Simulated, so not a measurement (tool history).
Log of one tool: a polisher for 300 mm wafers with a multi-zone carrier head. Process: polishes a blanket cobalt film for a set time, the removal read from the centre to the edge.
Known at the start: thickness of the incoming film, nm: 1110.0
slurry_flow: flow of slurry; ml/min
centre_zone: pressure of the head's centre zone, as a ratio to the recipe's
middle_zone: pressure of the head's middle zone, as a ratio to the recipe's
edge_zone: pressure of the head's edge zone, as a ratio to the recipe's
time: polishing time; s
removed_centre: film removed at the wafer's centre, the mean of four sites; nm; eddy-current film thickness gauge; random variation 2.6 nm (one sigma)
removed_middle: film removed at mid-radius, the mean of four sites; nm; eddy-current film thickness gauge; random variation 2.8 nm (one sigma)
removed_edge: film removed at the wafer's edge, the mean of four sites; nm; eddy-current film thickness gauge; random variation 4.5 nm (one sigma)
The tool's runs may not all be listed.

{"run": 1, "day": 0.0, "slurry_flow": 210, "centre_zone": 1.0, "middle_zone": 1.0, "edge_zone": 1.0, "time": 57, "removed_centre": 304.86, "removed_middle": 317.03, "removed_edge": 313.1}
{"run": 2, "day": 0.088, "slurry_flow": 210, "centre_zone": 1.0, "middle_zone": 1.0, "edge_zone": 1.0, "time": 49, "removed_centre": 270.54, "removed_middle": 268.15, "removed_edge": 261.5}
{"run": 3, "day": 0.154, "slurry_flow": 225, "centre_zone": 1.02, "middle_zone": 0.98, "edge_zone": 1.04, "time": 50, "removed_centre": 281.61, "removed_middle": 271.57, "removed_edge": 277.82}
{"run": 4, "day": 0.196, "slurry_flow": 225, "centre_zone": 1.09, "middle_zone": 0.98, "edge_zone": 1.04, "time": 50, "removed_centre": 301.86, "removed_middle": 271.8, "removed_edge": 283.09}
{"run": 5, "day": 0.504, "slurry_flow": 225, "centre_zone": 1.09, "middle_zone": 0.98, "edge_zone": 1.04, "time": 43, "removed_centre": 258.16, "removed_middle": 233.23, "removed_edge": 238.66}
{"run": 6, "day": 0.542, "slurry_flow": 225, "centre_zone": 1.09, "middle_zone": 0.93, "edge_zone": 1.04, "time": 43, "removed_centre": 254.96, "removed_middle": 225.11, "removed_edge": 239.68}

Run 7 comes next. What will it give?
{"run": 7, "day": 0.9, "slurry_flow": 235, "centre_zone": 1.1, "middle_zone": 0.95, "edge_zone": 1.08, "time": 45, "removed_centre": "?", "removed_middle": "?", "removed_edge": "?"}

{"run 7": {"removed_centre": 275.57, "removed_middle": 241.23, "removed_edge": 250.24}}
